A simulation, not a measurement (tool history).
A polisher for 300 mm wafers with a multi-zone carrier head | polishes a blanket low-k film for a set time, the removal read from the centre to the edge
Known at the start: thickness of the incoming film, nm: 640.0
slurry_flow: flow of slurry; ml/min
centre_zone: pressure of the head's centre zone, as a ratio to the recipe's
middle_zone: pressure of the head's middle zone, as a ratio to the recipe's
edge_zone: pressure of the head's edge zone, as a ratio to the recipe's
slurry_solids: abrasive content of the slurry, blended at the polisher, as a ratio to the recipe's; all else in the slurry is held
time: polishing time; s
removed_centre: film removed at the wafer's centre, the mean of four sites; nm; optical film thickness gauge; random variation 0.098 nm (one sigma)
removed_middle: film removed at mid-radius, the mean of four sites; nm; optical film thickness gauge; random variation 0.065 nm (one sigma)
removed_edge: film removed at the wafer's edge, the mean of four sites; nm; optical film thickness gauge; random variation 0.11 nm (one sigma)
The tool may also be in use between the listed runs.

run 1 day=0.000 | slurry_flow=300 centre_zone=1.00 middle_zone=1.00 edge_zone=1.00 slurry_solids=1.00 time=64 | removed_centre=18.5650 removed_middle=17.8710 removed_edge=18.6470
run 2 day=0.296 | slurry_flow=295 centre_zone=0.97 middle_zone=0.99 edge_zone=0.97 slurry_solids=0.90 time=57 | removed_centre=14.9380 removed_middle=15.3000 removed_edge=15.6970
run 3 day=0.554 | slurry_flow=295 centre_zone=0.97 middle_zone=0.97 edge_zone=0.95 slurry_solids=0.80 time=51 | removed_centre=13.0580 removed_middle=12.9100 removed_edge=13.2650
run 4 day=0.908 | slurry_flow=295 centre_zone=0.97 middle_zone=0.97 edge_zone=0.95 slurry_solids=0.80 time=44 | removed_centre=11.2500 removed_middle=11.1300 removed_edge=11.6100
run 5 day=1.158 | slurry_flow=295 centre_zone=0.95 middle_zone=0.96 edge_zone=0.93 slurry_solids=0.75 time=42 | removed_centre=10.3280 removed_middle=10.2350 removed_edge=10.6390
run 6 day=1.296 | slurry_flow=295 centre_zone=0.95 middle_zone=0.96 edge_zone=0.96 slurry_solids=0.75 time=42 | removed_centre=10.3560 removed_middle=10.3270 removed_edge=10.5850
run 7 day=1.625 | slurry_flow=295 centre_zone=0.92 middle_zone=0.94 edge_zone=0.96 slurry_solids=0.70 time=41 | removed_centre=9.5543 removed_middle=9.5630 removed_edge=10.3810
run 8 day=1.800 | slurry_flow=295 centre_zone=0.91 middle_zone=0.94 edge_zone=0.94 slurry_solids=0.65 time=40 | removed_centre=9.0519 removed_middle=9.1731 removed_edge=9.6685
run 9 day=2.142 | slurry_flow=295 centre_zone=0.89 middle_zone=0.93 edge_zone=0.92 slurry_solids=0.60 time=40 | removed_centre=8.5546 removed_middle=8.8425 removed_edge=9.1841
run 10 day=2.479 | slurry_flow=290 centre_zone=0.88 middle_zone=0.92 edge_zone=0.90 slurry_solids=0.60 time=40 | removed_centre=8.3517 removed_middle=8.7715 removed_edge=9.2529
run 11 day=2.600 | slurry_flow=290 centre_zone=0.88 middle_zone=0.92 edge_zone=0.90 slurry_solids=0.60 time=40 | removed_centre=8.5145 removed_middle=8.9301 removed_edge=9.3960
run 12 day=2.646 | slurry_flow=290 centre_zone=0.88 middle_zone=0.92 edge_zone=0.90 slurry_solids=0.60 time=39 | removed_centre=8.1898 removed_middle=8.6279 removed_edge=9.1689
run 13 day=2.908 | slurry_flow=290 centre_zone=0.88 middle_zone=0.92 edge_zone=0.90 slurry_solids=0.60 time=39 | removed_centre=8.2305 removed_middle=8.5358 removed_edge=9.2245
run 14 day=3.121 | slurry_flow=295 centre_zone=0.88 middle_zone=0.93 edge_zone=0.90 slurry_solids=0.60 time=38 | removed_centre=8.1496 removed_middle=8.4542 removed_edge=8.7486

The next listed run, before its measurement:
run 15 day=3.246 | slurry_flow=295 centre_zone=0.87 middle_zone=0.93 edge_zone=0.89 slurry_solids=0.60 time=38 | removed_centre=? removed_middle=? removed_edge=?

removed_centre: 8.0576 nm
removed_middle: 8.4849 nm
removed_edge: 8.8743 nm
